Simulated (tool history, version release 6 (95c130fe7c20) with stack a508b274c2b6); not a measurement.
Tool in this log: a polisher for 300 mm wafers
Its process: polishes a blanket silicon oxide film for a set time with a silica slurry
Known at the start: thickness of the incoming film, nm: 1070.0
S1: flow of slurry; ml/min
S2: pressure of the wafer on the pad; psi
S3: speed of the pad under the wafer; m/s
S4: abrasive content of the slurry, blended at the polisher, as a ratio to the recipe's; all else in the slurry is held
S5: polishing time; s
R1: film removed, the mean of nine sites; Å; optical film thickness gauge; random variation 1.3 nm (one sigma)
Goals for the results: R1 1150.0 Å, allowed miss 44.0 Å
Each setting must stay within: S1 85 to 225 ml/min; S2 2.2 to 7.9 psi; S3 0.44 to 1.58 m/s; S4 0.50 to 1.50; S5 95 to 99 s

run	hour	S1	S2	S3	S4	S5	R1
1	0.0	145	5.0	1.00	1.00	95	2615.3
2	5.6	145	4.5	0.94	1.00	95	2227.9
3	11.1	110	4.5	0.94	1.00	95	2125.5
4	15.3	110	4.1	0.92	1.00	95	1926.1
5	16.5	110	5.1	0.92	1.00	95	2398.8
6	17.2	110	5.1	0.92	1.00	95	2329.4
7	24.8	110	4.6	0.90	1.00	95	2072.7
8	29.6	110	4.2	0.88	1.00	95	1883.0
# hour 38.0: worn pad replaced by a new one
9	38.0	110	3.8	0.86	1.00	95	1888.2
10	44.2	105	3.5	0.78	0.95	95	1526.0
11	47.1	105	3.3	0.76	0.95	95	1426.1
12	52.3	105	3.1	0.76	0.95	95	1358.2
13	53.6	105	3.0	0.76	0.95	95	1282.9
14	62.1	105	2.9	0.76	0.95	95	1268.5
15	70.5	105	2.8	0.76	0.95	95	1218.9

Which single option among these 4 for the next run brings every result within its allowed miss of target? Just one does.
A	78.9	100	2.7	0.82	0.85	98	?
B	78.9	145	2.8	0.86	0.50	95	?
C	78.9	100	2.3	1.00	0.90	96	?
D	78.9	90	3.6	0.60	1.00	99	?

move	R1
A	1256.6
B	1178.2
C	1266.6
D	1333.1
A: lands further from the targets than the last run did
B: all results in spec
C: lands further from the targets than the last run did
D: lands further from the targets than the last run did
So the answer is move B, the one that meets all the targets.

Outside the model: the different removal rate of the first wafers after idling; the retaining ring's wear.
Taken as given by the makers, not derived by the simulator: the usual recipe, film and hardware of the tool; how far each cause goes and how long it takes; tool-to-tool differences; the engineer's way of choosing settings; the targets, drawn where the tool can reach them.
